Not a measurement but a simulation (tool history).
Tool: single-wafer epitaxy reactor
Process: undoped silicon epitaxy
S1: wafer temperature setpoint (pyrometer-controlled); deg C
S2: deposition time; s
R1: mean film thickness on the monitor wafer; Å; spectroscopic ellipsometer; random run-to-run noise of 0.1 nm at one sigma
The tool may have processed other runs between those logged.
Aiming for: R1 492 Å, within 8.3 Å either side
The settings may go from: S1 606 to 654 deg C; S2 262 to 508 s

{"run": 1, "hour": 0.0, "S1": 630, "S2": 385, "R1": 398.15}
{"run": 2, "hour": 4.8, "S1": 632, "S2": 385, "R1": 417.93}
{"run": 3, "hour": 12.7, "S1": 633, "S2": 385, "R1": 425.5}
{"run": 4, "hour": 18.8, "S1": 634, "S2": 385, "R1": 433.67}
{"run": 5, "hour": 25.5, "S1": 627, "S2": 385, "R1": 374.49}
{"run": 6, "hour": 33.9, "S1": 627, "S2": 429, "R1": 417.99}
{"run": 7, "hour": 39.2, "S1": 628, "S2": 429, "R1": 427.88}
{"run": 8, "hour": 48.1, "S1": 629, "S2": 429, "R1": 435.83}
{"run": 9, "hour": 49.1, "S1": 630, "S2": 429, "R1": 445.92}
{"run": 10, "hour": 57.8, "S1": 631, "S2": 429, "R1": 455.5}
{"run": 11, "hour": 62.3, "S1": 632, "S2": 429, "R1": 465.5}

Of the 5 settings listed for the next run, only one would bring every result within its allowed miss of target. Which one?
{"run": "A", "hour": 66.8, "S1": 633, "S2": 394, "R1": "?"}
{"run": "B", "hour": 66.8, "S1": 631, "S2": 480, "R1": "?"}
{"run": "C", "hour": 66.8, "S1": 636, "S2": 398, "R1": "?"}
{"run": "D", "hour": 66.8, "S1": 636, "S2": 421, "R1": "?"}
{"run": "E", "hour": 66.8, "S1": 635, "S2": 367, "R1": "?"}

move=A R1=436.11
move=B R1=509.58
move=C R1=468.85
move=D R1=495.95
move=E R1=423.47
A: its largest miss is bigger than the last run's
B: carries the result that was furthest off beyond its target, to the other side
C: closer than the last run, but not yet in spec
D: in spec on every target
E: its largest miss is bigger than the last run's
D meets every target.
